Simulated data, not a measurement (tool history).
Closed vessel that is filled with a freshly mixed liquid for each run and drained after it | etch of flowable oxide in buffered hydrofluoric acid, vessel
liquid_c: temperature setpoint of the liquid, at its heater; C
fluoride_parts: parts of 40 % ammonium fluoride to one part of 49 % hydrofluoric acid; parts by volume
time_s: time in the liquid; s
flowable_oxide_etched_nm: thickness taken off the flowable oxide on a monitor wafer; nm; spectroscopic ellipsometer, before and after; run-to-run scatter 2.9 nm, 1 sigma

| run | hour | liquid_c | fluoride_parts | time_s | flowable_oxide_etched_nm |
|---|---|---|---|---|---|
| 1 | 0 | 23 | 14.5 | 100 | 125.15 |
| 2 | 7.7 | 25.5 | 14.5 | 100 | 140.89 |
| 3 | 12 | 25.5 | 18.5 | 100 | 112.05 |
| 4 | 13.7 | 27 | 18.5 | 100 | 121.63 |
| 5 | 19.7 | 27.5 | 16.5 | 100 | 141.14 |
| 6 | 20.3 | 27.5 | 16.5 | 105 | 144.54 |

Forecast run 7:
| 7 | 25 | 28 | 14.5 | 105 | ? |

flowable_oxide_etched_nm: 170.6 nm
